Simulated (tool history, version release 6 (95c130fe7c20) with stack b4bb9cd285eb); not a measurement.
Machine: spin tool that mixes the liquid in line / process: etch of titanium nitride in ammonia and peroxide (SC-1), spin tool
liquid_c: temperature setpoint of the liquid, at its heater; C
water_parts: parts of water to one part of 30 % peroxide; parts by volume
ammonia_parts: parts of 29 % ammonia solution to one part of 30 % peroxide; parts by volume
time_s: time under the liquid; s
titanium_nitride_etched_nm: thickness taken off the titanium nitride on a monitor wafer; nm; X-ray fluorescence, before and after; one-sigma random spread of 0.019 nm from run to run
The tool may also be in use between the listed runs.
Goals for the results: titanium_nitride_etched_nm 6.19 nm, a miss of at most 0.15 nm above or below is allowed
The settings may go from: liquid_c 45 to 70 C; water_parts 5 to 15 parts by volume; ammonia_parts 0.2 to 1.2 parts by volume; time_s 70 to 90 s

{"run": 1, "hour": 0.0, "liquid_c": 61, "water_parts": 8.5, "ammonia_parts": 0.75, "time_s": 90, "titanium_nitride_etched_nm": 13.348}
{"run": 2, "hour": 6.3, "liquid_c": 59.5, "water_parts": 8.5, "ammonia_parts": 0.75, "time_s": 90, "titanium_nitride_etched_nm": 11.963}
{"run": 3, "hour": 10.5, "liquid_c": 58, "water_parts": 8.5, "ammonia_parts": 0.75, "time_s": 90, "titanium_nitride_etched_nm": 10.806}
{"run": 4, "hour": 17.0, "liquid_c": 58, "water_parts": 8.5, "ammonia_parts": 0.85, "time_s": 90, "titanium_nitride_etched_nm": 11.115}
{"run": 5, "hour": 21.1, "liquid_c": 58, "water_parts": 9.5, "ammonia_parts": 0.85, "time_s": 90, "titanium_nitride_etched_nm": 10.494}
{"run": 6, "hour": 27.1, "liquid_c": 58, "water_parts": 9.5, "ammonia_parts": 0.85, "time_s": 90, "titanium_nitride_etched_nm": 10.437}
{"run": 7, "hour": 34.1, "liquid_c": 57, "water_parts": 9.5, "ammonia_parts": 0.85, "time_s": 90, "titanium_nitride_etched_nm": 9.7984}
{"run": 8, "hour": 38.0, "liquid_c": 56, "water_parts": 9.5, "ammonia_parts": 0.85, "time_s": 90, "titanium_nitride_etched_nm": 9.1601}
{"run": 9, "hour": 46.3, "liquid_c": 55, "water_parts": 9.5, "ammonia_parts": 0.85, "time_s": 90, "titanium_nitride_etched_nm": 8.6136}
{"run": 10, "hour": 53.8, "liquid_c": 54.5, "water_parts": 9.5, "ammonia_parts": 0.85, "time_s": 90, "titanium_nitride_etched_nm": 8.2826}
{"run": 11, "hour": 58.2, "liquid_c": 54, "water_parts": 9.5, "ammonia_parts": 0.85, "time_s": 90, "titanium_nitride_etched_nm": 8.0645}
{"run": 12, "hour": 66.9, "liquid_c": 53.5, "water_parts": 9.5, "ammonia_parts": 0.85, "time_s": 90, "titanium_nitride_etched_nm": 7.7139}
{"run": 13, "hour": 72.0, "liquid_c": 53, "water_parts": 9.5, "ammonia_parts": 0.85, "time_s": 90, "titanium_nitride_etched_nm": 7.4963}
{"run": 14, "hour": 79.7, "liquid_c": 52.5, "water_parts": 9.5, "ammonia_parts": 0.85, "time_s": 90, "titanium_nitride_etched_nm": 7.2447}
{"run": 15, "hour": 88.7, "liquid_c": 52, "water_parts": 9.5, "ammonia_parts": 0.85, "time_s": 90, "titanium_nitride_etched_nm": 7.0191}
{"run": 16, "hour": 95.5, "liquid_c": 51.5, "water_parts": 9.5, "ammonia_parts": 0.85, "time_s": 90, "titanium_nitride_etched_nm": 6.7774}

Which single option among these 5 for the next run brings every result within its allowed miss of target? Just one does.
{"run": "A", "hour": 102.3, "liquid_c": 52, "water_parts": 8.5, "ammonia_parts": 0.75, "time_s": 90, "titanium_nitride_etched_nm": "?"}
{"run": "B", "hour": 102.3, "liquid_c": 52.5, "water_parts": 10.5, "ammonia_parts": 0.8, "time_s": 75, "titanium_nitride_etched_nm": "?"}
{"run": "C", "hour": 102.3, "liquid_c": 57, "water_parts": 11.5, "ammonia_parts": 1.2, "time_s": 70, "titanium_nitride_etched_nm": "?"}
{"run": "D", "hour": 102.3, "liquid_c": 47.5, "water_parts": 6.5, "ammonia_parts": 0.85, "time_s": 90, "titanium_nitride_etched_nm": "?"}
{"run": "E", "hour": 102.3, "liquid_c": 50, "water_parts": 6, "ammonia_parts": 1.1, "time_s": 90, "titanium_nitride_etched_nm": "?"}

move=A titanium_nitride_etched_nm=7.2594
move=B titanium_nitride_etched_nm=5.6851
move=C titanium_nitride_etched_nm=7.3142
move=D titanium_nitride_etched_nm=6.149
move=E titanium_nitride_etched_nm=7.8589
A: misses by more than the last run did
B: takes the biggest miss from the last run beyond its target
C: misses by more than the last run did
D: every result within its allowed miss
E: misses by more than the last run did
So the answer is move D, the one that meets all the targets.

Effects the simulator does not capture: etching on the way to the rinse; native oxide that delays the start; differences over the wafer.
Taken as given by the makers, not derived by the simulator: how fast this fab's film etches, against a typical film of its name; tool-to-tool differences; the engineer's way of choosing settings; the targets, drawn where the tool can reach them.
